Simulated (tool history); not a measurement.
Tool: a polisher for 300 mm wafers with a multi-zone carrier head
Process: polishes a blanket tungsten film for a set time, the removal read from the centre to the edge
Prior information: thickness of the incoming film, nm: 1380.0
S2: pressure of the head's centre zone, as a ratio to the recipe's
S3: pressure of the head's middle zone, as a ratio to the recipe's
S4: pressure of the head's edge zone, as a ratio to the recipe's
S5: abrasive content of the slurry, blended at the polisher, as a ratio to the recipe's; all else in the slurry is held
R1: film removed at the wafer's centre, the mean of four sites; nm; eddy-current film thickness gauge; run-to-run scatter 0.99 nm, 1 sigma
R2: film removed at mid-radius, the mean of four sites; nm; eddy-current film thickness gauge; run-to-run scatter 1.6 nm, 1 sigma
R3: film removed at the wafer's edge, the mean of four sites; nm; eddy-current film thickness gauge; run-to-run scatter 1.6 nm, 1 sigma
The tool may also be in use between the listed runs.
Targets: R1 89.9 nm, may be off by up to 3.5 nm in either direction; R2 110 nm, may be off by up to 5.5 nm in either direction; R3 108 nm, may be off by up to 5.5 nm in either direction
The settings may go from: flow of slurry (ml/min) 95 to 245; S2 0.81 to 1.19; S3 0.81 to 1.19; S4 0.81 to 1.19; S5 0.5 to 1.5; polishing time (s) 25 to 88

Run 1, hour 0: flow of slurry (ml/min) 155, S2 1, S3 1, S4 1, S5 1, polishing time (s) 56. Result: R1 172.88 nm, R2 178.12 nm, R3 173.05 nm.
Run 2, hour 7.8: flow of slurry (ml/min) 150, S2 0.97, S3 1, S4 0.99, S5 0.9, polishing time (s) 53. Result: R1 154.17 nm, R2 161.85 nm, R3 157.86 nm.
Run 3, hour 12.7: flow of slurry (ml/min) 145, S2 0.94, S3 1, S4 0.99, S5 0.85, polishing time (s) 51. Result: R1 141.76 nm, R2 151.16 nm, R3 151.75 nm.
Run 4, hour 19.5: flow of slurry (ml/min) 160, S2 0.94, S3 1, S4 0.99, S5 0.85, polishing time (s) 51. Result: R1 143.57 nm, R2 154.06 nm, R3 151.71 nm.
Run 5, hour 20.6: flow of slurry (ml/min) 160, S2 0.9, S3 1, S4 0.99, S5 0.85, polishing time (s) 51. Result: R1 138.79 nm, R2 152.72 nm, R3 147.99 nm.
Run 6, hour 21.5: flow of slurry (ml/min) 160, S2 0.9, S3 1, S4 0.99, S5 0.7, polishing time (s) 51. Result: R1 130.27 nm, R2 149.27 nm, R3 147.21 nm.
Run 7, hour 30: flow of slurry (ml/min) 160, S2 0.9, S3 1, S4 0.99, S5 0.7, polishing time (s) 51. Result: R1 132.51 nm, R2 143.93 nm, R3 139.93 nm.
Run 8, hour 35.3: flow of slurry (ml/min) 155, S2 0.88, S3 1.01, S4 1, S5 0.65, polishing time (s) 49. Result: R1 122.96 nm, R2 136.49 nm, R3 133.33 nm.
Run 9, hour 38.7: flow of slurry (ml/min) 155, S2 0.87, S3 1, S4 0.98, S5 0.6, polishing time (s) 48. Result: R1 116.74 nm, R2 131.63 nm, R3 129.36 nm.
Run 10, hour 47.3: flow of slurry (ml/min) 120, S2 0.81, S3 0.99, S4 0.92, S5 0.5, polishing time (s) 40. Result: R1 82.142 nm, R2 98.208 nm, R3 95.243 nm.

Which one of the following 5 next-run settings gets every result inside its allowed miss? There is exactly one.
Run A, hour 55.9: flow of slurry (ml/min) 120, S2 1.09, S3 0.81, S4 0.82, S5 0.65, polishing time (s) 36. Result: R1 ?, R2 ?, R3 ?.
Run B, hour 55.9: flow of slurry (ml/min) 120, S2 0.81, S3 0.98, S4 0.93, S5 0.7, polishing time (s) 41. Result: R1 ?, R2 ?, R3 ?.
Run C, hour 55.9: flow of slurry (ml/min) 110, S2 0.81, S3 1.19, S4 0.85, S5 0.55, polishing time (s) 43. Result: R1 ?, R2 ?, R3 ?.
Run D, hour 55.9: flow of slurry (ml/min) 215, S2 1.01, S3 1.19, S4 0.81, S5 0.65, polishing time (s) 31. Result: R1 ?, R2 ?, R3 ?.
Run E, hour 55.9: flow of slurry (ml/min) 115, S2 0.95, S3 0.81, S4 0.98, S5 0.5, polishing time (s) 42. Result: R1 ?, R2 ?, R3 ?.

move      R1      R2      R3
   A  99.131  79.842  86.575
   B  91.316  108.72  106.23
   C  87.326  123.02  98.218
   D   91.71  106.65  80.136
   E  95.187  85.748  101.23
A: the biggest miss grows against the last run
B: every result lands within tolerance
C: no nearer and no further than the last run
D: the biggest miss grows against the last run
E: the biggest miss grows against the last run
Go with B: it meets all targets.
